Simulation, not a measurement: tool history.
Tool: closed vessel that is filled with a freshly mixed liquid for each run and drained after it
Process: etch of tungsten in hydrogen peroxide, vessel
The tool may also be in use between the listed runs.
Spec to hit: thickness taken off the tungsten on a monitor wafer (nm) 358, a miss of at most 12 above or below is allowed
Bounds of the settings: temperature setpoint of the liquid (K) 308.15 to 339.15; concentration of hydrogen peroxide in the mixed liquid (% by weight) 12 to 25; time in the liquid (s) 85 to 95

| run | hour | temperature setpoint of the liquid (K) | concentration of hydrogen peroxide in the mixed liquid (% by weight) | time in the liquid (s) | thickness taken off the tungsten on a monitor wafer (nm) |
|---|---|---|---|---|---|
| 1 | 0 | 324.15 | 17 | 85 | 209.32 |
| 2 | 5.8 | 326.15 | 17 | 85 | 233.21 |
| 3 | 12.6 | 326.15 | 19 | 85 | 244.34 |
| 4 | 18.1 | 326.15 | 17 | 85 | 235.5 |
| 5 | 19.3 | 321.65 | 17 | 85 | 174.7 |
| 6 | 24.1 | 324.15 | 17 | 85 | 208.21 |
| 7 | 25.7 | 326.15 | 17 | 85 | 232.72 |
| 8 | 29 | 327.65 | 17 | 85 | 258.98 |
| 9 | 31.5 | 328.65 | 17 | 85 | 269.83 |
| 10 | 33.9 | 329.65 | 17 | 85 | 292.49 |
| 11 | 38.3 | 330.15 | 17 | 85 | 303.34 |
| 12 | 45.2 | 330.65 | 17 | 85 | 309.35 |
| 13 | 53.7 | 331.15 | 17 | 85 | 318.22 |
| 14 | 54.4 | 331.65 | 17 | 85 | 323.43 |
|  | 60.7 | thermometer replaced |
| 15 | 60.7 | 332.15 | 17 | 85 | 384.54 |

Which of these 4 next moves meets every target?
| A | 67 | 330.15 | 17.5 | 90 | ? |
| B | 67 | 331.65 | 17 | 95 | ? |
| C | 67 | 330.65 | 16 | 85 | ? |
| D | 67 | 333.15 | 17 | 95 | ? |

| move | thickness taken off the tungsten on a monitor wafer (nm) |
|---|---|
| A | 364.39 |
| B | 413.74 |
| C | 338.83 |
| D | 451.19 |
A: meets every target
B: misses by more than the last run did
C: moves the result that the last run missed by most past its target, out the other side
D: misses by more than the last run did
Go with A: it meets all targets.
